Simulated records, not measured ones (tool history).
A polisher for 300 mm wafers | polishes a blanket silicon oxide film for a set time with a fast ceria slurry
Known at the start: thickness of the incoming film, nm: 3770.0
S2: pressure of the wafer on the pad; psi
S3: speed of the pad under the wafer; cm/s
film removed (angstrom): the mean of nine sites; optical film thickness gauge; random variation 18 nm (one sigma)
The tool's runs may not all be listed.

run 1 hour=0.0 | flow_of_slurry_(ml/min)=150 S2=3.0 S3=124 polishing_time_(s)=63 | film_removed_(angstrom)=11350
run 2 hour=6.8 | flow_of_slurry_(ml/min)=150 S2=3.0 S3=146 polishing_time_(s)=63 | film_removed_(angstrom)=12966
run 3 hour=9.1 | flow_of_slurry_(ml/min)=165 S2=3.0 S3=146 polishing_time_(s)=63 | film_removed_(angstrom)=13215
run 4 hour=11.1 | flow_of_slurry_(ml/min)=165 S2=3.0 S3=146 polishing_time_(s)=63 | film_removed_(angstrom)=13412
run 5 hour=16.7 | flow_of_slurry_(ml/min)=170 S2=3.1 S3=146 polishing_time_(s)=63 | film_removed_(angstrom)=13806
run 6 hour=21.9 | flow_of_slurry_(ml/min)=170 S2=3.2 S3=146 polishing_time_(s)=63 | film_removed_(angstrom)=14271
run 7 hour=27.0 | flow_of_slurry_(ml/min)=170 S2=3.3 S3=146 polishing_time_(s)=63 | film_removed_(angstrom)=14691
run 8 hour=35.8 | flow_of_slurry_(ml/min)=170 S2=3.4 S3=146 polishing_time_(s)=63 | film_removed_(angstrom)=15199
run 9 hour=42.6 | flow_of_slurry_(ml/min)=175 S2=3.6 S3=146 polishing_time_(s)=63 | film_removed_(angstrom)=16505

Run 10 comes next. What will it give?
run 10 hour=50.3 | flow_of_slurry_(ml/min)=180 S2=3.7 S3=146 polishing_time_(s)=63 | film_removed_(angstrom)=?

{"run 10": {"film removed (angstrom)": 16288}}

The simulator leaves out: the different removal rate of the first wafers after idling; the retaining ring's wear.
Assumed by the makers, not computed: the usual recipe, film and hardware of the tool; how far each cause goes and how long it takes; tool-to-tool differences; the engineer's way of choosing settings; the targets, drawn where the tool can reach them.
